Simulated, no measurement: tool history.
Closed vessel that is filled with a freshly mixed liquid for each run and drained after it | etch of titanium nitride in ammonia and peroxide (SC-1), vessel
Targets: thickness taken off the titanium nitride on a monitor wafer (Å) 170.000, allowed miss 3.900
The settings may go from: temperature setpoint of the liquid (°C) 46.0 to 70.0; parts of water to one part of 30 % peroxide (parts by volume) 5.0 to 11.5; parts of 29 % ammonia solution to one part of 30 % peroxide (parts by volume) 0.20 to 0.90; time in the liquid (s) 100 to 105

run  hour  temperature setpoint of the liquid (°C)  parts of water to one part of 30 % peroxide (parts by volume)  parts of 29 % ammonia solution to one part of 30 % peroxide (parts by volume)  time in the liquid (s)  thickness taken off the titanium nitride on a monitor wafer (Å)
  1   0.0                                     62.0                                                            6.5                                                                           0.50                     100                                                          100.120
  2   8.2                                     63.0                                                            6.5                                                                           0.50                     100                                                          106.230
  3  10.7                                     63.0                                                            6.5                                                                           0.65                     100                                                          110.610
  4  13.0                                     64.0                                                            6.5                                                                           0.65                     100                                                          118.340
  5  19.1                                     64.0                                                            6.5                                                                           0.55                     100                                                          115.400
  6  21.2                                     64.0                                                            8.0                                                                           0.55                     100                                                          104.120
  7  24.1                                     64.5                                                            8.0                                                                           0.55                     100                                                          108.250
  8  32.5                                     65.0                                                            8.0                                                                           0.55                     100                                                          110.540

5 next moves are on the table. One of them brings every result within its allowed miss. Which?
  A  40.9                                     56.0                                                            7.0                                                                           0.65                     100                                                                ?
  B  40.9                                     70.0                                                            7.0                                                                           0.50                     105                                                                ?
  C  40.9                                     69.0                                                            7.0                                                                           0.50                     105                                                                ?
  D  40.9                                     59.0                                                            8.5                                                                           0.40                     100                                                                ?
  E  40.9                                     69.0                                                            7.5                                                                           0.65                     105                                                                ?

move  thickness taken off the titanium nitride on a monitor wafer (Å)
   A                                                           67.857
   B                                                          168.360
   C                                                          158.240
   D                                                           69.337
   E                                                          159.550
A: further off than the last run
B: meets every target
C: nearer than the last run, and not there yet
D: further off than the last run
E: nearer than the last run, and not there yet
The right move is B.
